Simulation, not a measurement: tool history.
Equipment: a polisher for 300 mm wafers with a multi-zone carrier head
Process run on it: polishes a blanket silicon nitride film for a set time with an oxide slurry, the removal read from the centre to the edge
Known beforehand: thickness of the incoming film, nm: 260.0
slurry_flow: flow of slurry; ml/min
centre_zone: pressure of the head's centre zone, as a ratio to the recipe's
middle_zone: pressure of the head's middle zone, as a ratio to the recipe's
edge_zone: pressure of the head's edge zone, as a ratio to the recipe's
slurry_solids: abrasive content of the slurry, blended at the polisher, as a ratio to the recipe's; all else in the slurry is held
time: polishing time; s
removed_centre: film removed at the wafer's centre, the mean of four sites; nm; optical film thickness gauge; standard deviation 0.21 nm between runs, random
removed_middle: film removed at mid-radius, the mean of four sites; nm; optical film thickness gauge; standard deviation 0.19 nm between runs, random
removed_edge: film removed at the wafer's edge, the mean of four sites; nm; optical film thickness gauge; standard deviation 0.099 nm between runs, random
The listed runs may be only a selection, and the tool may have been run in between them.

run,day,slurry_flow,centre_zone,middle_zone,edge_zone,slurry_solids,time,removed_centre,removed_middle,removed_edge
1,0.000,270,1.00,1.00,1.00,1.00,33,26.686,26.837,24.915
2,0.121,270,0.96,1.00,1.00,1.00,33,25.507,26.655,24.996
3,0.217,270,0.96,1.04,1.00,1.00,33,24.936,28.369,25.050
4,0.242,265,0.94,1.03,0.95,0.85,31,21.929,23.320,21.120
# day 0.396: edge zone pressure recalibrated
5,0.396,260,0.90,1.06,0.92,0.75,30,18.293,21.762,19.547
6,0.696,265,0.91,1.08,0.89,0.65,29,16.620,19.037,17.103
7,0.883,265,0.91,1.11,0.87,0.60,29,15.840,18.441,16.064

The next listed run, before its measurement:
8,1.167,260,0.91,1.12,0.86,0.60,29,?,?,?

removed_centre: 15.836 nm
removed_middle: 18.879 nm
removed_edge: 16.001 nm
